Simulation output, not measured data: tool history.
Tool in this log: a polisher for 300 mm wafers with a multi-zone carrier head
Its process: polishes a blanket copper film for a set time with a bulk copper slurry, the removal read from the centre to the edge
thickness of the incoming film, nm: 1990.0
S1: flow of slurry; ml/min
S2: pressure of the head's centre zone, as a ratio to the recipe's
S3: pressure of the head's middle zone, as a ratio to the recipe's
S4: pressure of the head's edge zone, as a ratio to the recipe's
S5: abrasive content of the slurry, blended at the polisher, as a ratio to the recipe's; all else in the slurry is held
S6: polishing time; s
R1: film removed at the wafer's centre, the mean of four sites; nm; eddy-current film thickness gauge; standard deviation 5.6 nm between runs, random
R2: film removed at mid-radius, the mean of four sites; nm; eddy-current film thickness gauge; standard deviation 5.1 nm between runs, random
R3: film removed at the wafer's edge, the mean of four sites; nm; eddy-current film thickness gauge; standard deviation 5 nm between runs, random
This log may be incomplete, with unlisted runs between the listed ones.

{"run": 1, "hour": 0.0, "S1": 205, "S2": 1, "S3": 1, "S4": 1, "S5": 1, "S6": 49, "R1": 350.76, "R2": 332.3, "R3": 345.52}
{"run": 2, "hour": 2.2, "S1": 185, "S2": 1, "S3": 1, "S4": 1, "S5": 1, "S6": 49, "R1": 335.56, "R2": 333.77, "R3": 335.8}
{"run": 3, "hour": 8.6, "S1": 190, "S2": 1.03, "S3": 1.05, "S4": 0.99, "S5": 1.15, "S6": 51, "R1": 378.47, "R2": 378.25, "R3": 360.01}
{"run": 4, "hour": 10.4, "S1": 190, "S2": 1.03, "S3": 1.08, "S4": 0.99, "S5": 1.15, "S6": 51, "R1": 380.38, "R2": 385.34, "R3": 370.5}
{"run": 5, "hour": 12.4, "S1": 200, "S2": 1.05, "S3": 1.11, "S4": 0.97, "S5": 1.25, "S6": 52, "R1": 399.36, "R2": 405.47, "R3": 370.98}
{"run": 6, "hour": 21.5, "S1": 200, "S2": 1.05, "S3": 1.11, "S4": 1.03, "S5": 1.25, "S6": 52, "R1": 397.26, "R2": 423.96, "R3": 387.63}

Run 7 is up next; what results do you expect?
{"run": 7, "hour": 23.9, "S1": 205, "S2": 1.09, "S3": 1.12, "S4": 1.05, "S5": 1.3, "S6": 52, "R1": "?", "R2": "?", "R3": "?"}

{"run 7": {"R1": 424.85, "R2": 410.25, "R3": 405.34}}
